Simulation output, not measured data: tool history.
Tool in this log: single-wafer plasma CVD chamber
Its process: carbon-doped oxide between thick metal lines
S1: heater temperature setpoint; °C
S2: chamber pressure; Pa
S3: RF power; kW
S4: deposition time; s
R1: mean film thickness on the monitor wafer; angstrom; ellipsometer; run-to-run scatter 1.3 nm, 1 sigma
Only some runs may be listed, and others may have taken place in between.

{"run": 1, "hour": 0.0, "S1": 345, "S2": 760, "S3": 0.475, "S4": 71.4, "R1": 3607.2}
{"run": 2, "hour": 1.4, "S1": 337, "S2": 760, "S3": 0.475, "S4": 71.4, "R1": 3677.4}
{"run": 3, "hour": 7.7, "S1": 341, "S2": 711, "S3": 0.47, "S4": 71.4, "R1": 3579.5}
{"run": 4, "hour": 14.4, "S1": 341, "S2": 711, "S3": 0.47, "S4": 71.4, "R1": 3572.9}
{"run": 5, "hour": 23.3, "S1": 341, "S2": 819, "S3": 0.47, "S4": 71.4, "R1": 3658.7}
{"run": 6, "hour": 32.2, "S1": 341, "S2": 819, "S3": 0.47, "S4": 71.4, "R1": 3663.1}
{"run": 7, "hour": 34.1, "S1": 344, "S2": 771, "S3": 0.465, "S4": 71.4, "R1": 3575.8}

Estimate the outcome of run 8 from the log above:
{"run": 8, "hour": 38.5, "S1": 347, "S2": 732, "S3": 0.46, "S4": 71.4, "R1": "?"}

Run 8 produced R1 3519.1 angstrom.

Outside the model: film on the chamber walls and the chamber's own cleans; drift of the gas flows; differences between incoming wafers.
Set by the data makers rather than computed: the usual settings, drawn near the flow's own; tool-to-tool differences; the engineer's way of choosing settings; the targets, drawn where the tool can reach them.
